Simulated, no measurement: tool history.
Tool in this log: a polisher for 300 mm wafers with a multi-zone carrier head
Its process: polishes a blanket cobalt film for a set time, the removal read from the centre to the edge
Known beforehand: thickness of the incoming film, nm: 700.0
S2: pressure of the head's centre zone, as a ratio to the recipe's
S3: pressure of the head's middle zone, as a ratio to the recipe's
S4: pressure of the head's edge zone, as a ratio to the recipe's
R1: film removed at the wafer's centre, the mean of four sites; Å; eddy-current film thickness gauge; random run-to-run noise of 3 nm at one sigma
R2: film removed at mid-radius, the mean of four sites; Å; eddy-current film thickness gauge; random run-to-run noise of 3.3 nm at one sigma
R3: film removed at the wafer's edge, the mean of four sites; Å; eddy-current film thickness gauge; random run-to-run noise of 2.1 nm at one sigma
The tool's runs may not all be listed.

{"run": 1, "day": 0.0, "flow of slurry (ml/min)": 305, "S2": 1.0, "S3": 1.0, "S4": 1.0, "polishing time (s)": 57, "R1": 1740.3, "R2": 1743.3, "R3": 1702.7}
{"run": 2, "day": 0.338, "flow of slurry (ml/min)": 305, "S2": 0.92, "S3": 1.0, "S4": 1.0, "polishing time (s)": 57, "R1": 1580.4, "R2": 1691.2, "R3": 1710.2}
{"run": 3, "day": 0.492, "flow of slurry (ml/min)": 310, "S2": 0.97, "S3": 1.01, "S4": 1.03, "polishing time (s)": 61, "R1": 1809.5, "R2": 1827.1, "R3": 1849.9}
{"run": 4, "day": 0.575, "flow of slurry (ml/min)": 310, "S2": 0.97, "S3": 1.01, "S4": 1.03, "polishing time (s)": 53, "R1": 1550.3, "R2": 1623.4, "R3": 1603.7}
{"run": 5, "day": 0.938, "flow of slurry (ml/min)": 310, "S2": 0.97, "S3": 1.01, "S4": 1.03, "polishing time (s)": 41, "R1": 1198.7, "R2": 1241.9, "R3": 1246.3}
{"run": 6, "day": 1.0, "flow of slurry (ml/min)": 310, "S2": 0.97, "S3": 1.01, "S4": 1.03, "polishing time (s)": 36, "R1": 1059.1, "R2": 1093.0, "R3": 1108.9}
{"run": 7, "day": 1.096, "flow of slurry (ml/min)": 310, "S2": 0.97, "S3": 1.01, "S4": 1.03, "polishing time (s)": 36, "R1": 1051.2, "R2": 1104.5, "R3": 1085.5}
{"run": 8, "day": 1.196, "flow of slurry (ml/min)": 315, "S2": 1.01, "S3": 1.03, "S4": 1.05, "polishing time (s)": 45, "R1": 1392.9, "R2": 1414.3, "R3": 1402.9}

For run 9, what comes out?
{"run": 9, "day": 1.25, "flow of slurry (ml/min)": 325, "S2": 1.06, "S3": 1.06, "S4": 1.09, "polishing time (s)": 49, "R1": "?", "R2": "?", "R3": "?"}

{"run 9": {"R1": 1537.5, "R2": 1552.7, "R3": 1549.9}}
